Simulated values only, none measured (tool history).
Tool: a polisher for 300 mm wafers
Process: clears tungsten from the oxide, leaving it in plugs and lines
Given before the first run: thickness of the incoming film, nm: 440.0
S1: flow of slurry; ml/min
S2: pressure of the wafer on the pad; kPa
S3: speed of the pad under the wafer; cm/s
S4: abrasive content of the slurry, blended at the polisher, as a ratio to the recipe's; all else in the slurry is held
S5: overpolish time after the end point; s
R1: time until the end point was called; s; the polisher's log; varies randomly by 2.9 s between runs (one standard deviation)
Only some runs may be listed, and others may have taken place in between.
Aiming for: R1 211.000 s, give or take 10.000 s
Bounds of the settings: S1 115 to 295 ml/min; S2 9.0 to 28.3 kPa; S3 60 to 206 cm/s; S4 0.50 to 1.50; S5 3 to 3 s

run	hour	S1	S2	S3	S4	S5	R1
1	0.0	190	18.6	132	1.00	3	84.966
2	7.6	185	15.9	116	1.00	3	114.860
3	10.5	185	15.9	116	1.00	3	113.950
4	11.7	185	13.8	108	1.00	3	139.760
5	15.7	185	13.8	108	1.00	3	136.600
6	24.6	185	13.8	108	0.85	3	143.030
7	30.9	185	12.4	104	0.85	3	163.030
8	34.1	185	12.4	104	0.85	3	161.860
9	43.0	180	9.0	92	0.85	3	241.300
10	45.0	185	9.7	92	0.85	3	225.600

Exercise: of the 5 proposed moves below, exactly one satisfies all targets within the stated allowed misses. Which move is it?
A	47.0	170	9.0	88	0.85	3	?
B	47.0	165	10.3	86	1.10	3	?
C	47.0	195	9.0	92	0.85	3	?
D	47.0	125	11.0	92	0.55	3	?
E	47.0	165	9.0	90	0.95	3	?

move	R1
A	256.110
B	218.870
C	241.170
D	248.510
E	243.880
A: its largest miss is bigger than the last run's
B: in spec on every target
C: its largest miss is bigger than the last run's
D: its largest miss is bigger than the last run's
E: its largest miss is bigger than the last run's
So the answer is move B, the one that meets all the targets.

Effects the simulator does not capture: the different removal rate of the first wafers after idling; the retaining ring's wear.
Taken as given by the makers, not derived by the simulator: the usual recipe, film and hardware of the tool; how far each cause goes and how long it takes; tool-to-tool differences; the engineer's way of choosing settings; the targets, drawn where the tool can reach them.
